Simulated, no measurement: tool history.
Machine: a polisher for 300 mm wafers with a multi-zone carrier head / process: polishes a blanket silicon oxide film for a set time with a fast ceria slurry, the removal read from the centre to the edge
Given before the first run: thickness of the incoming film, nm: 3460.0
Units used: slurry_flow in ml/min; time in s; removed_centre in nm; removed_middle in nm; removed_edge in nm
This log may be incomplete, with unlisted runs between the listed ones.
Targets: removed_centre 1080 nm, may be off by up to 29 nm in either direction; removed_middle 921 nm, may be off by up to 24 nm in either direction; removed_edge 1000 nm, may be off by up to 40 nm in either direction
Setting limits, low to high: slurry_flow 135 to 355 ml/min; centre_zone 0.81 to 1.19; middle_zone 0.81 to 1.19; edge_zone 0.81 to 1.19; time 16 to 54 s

run	day	slurry_flow	centre_zone	middle_zone	edge_zone	time	removed_centre	removed_middle	removed_edge
1	0	225	1	1	1	35	743.69	753.77	749.75
2	0.283	225	1	1	0.92	35	749.32	774.78	734.49
3	0.346	225	0.97	1	0.92	35	728.38	760.49	727.37
4	0.538	225	0.9	1	0.92	35	661.96	756.2	724.43
5	0.621	235	0.95	1	0.96	36	733.94	776.5	771.93
6	0.921	210	0.95	1	0.96	36	719.13	776.47	763.15
7	1.296	215	0.99	1	0.99	37	766.81	808.85	765.63
8	1.529	210	1.05	0.9	0.98	47	1043.7	924.3	978.94
9	1.654	215	1.05	0.9	0.98	47	1036	928.19	995.95

Which one of the following 4 next-run settings gets every result inside its allowed miss? There is exactly one.
A	1.779	205	0.98	0.93	1	47	?	?	?
B	1.779	240	1.04	0.94	0.97	45	?	?	?
C	1.779	265	1.08	0.88	1	46	?	?	?
D	1.779	300	1	0.88	0.94	46	?	?	?

move	removed_centre	removed_middle	removed_edge
A	964.04	945.92	1016.7
B	997.58	928.25	975
C	1069.8	906.47	1014.9
D	1002.1	916.91	1002.5
A: further off than the last run
B: further off than the last run
C: every result within its allowed miss
D: further off than the last run
C meets every target.
